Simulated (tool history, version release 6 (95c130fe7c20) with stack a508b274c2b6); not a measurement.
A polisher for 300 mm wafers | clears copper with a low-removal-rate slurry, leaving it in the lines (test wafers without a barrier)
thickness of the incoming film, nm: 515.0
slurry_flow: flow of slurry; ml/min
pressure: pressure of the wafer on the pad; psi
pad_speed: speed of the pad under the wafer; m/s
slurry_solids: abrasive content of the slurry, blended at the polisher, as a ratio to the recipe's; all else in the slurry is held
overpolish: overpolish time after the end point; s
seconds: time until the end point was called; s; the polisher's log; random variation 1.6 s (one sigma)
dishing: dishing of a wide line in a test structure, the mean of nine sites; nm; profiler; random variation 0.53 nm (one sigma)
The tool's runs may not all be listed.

run 1 hour=0 | slurry_flow=155 pressure=3.6 pad_speed=1.06 slurry_solids=1 overpolish=13 | seconds=127.96 dishing=36.114
run 2 hour=8.9 | slurry_flow=155 pressure=3.2 pad_speed=1.06 slurry_solids=1 overpolish=13 | seconds=145.76 dishing=32.568
run 3 hour=13.3 | slurry_flow=155 pressure=3.3 pad_speed=1.06 slurry_solids=1 overpolish=12 | seconds=137.56 dishing=31.057
run 4 hour=17.1 | slurry_flow=155 pressure=2.7 pad_speed=1.06 slurry_solids=1 overpolish=12 | seconds=167.31 dishing=26.649
run 5 hour=22.5 | slurry_flow=155 pressure=2.9 pad_speed=1.06 slurry_solids=1 overpolish=11 | seconds=155.94 dishing=26.96
run 6 hour=28.9 | slurry_flow=155 pressure=3.7 pad_speed=1.06 slurry_solids=1 overpolish=11 | seconds=122.44 dishing=33.025

Forecast run 7:
run 7 hour=29.7 | slurry_flow=155 pressure=3.7 pad_speed=1.06 slurry_solids=1 overpolish=10 | seconds=? dishing=?

{"run 7": {"seconds": 127.77, "dishing": 30.314}}
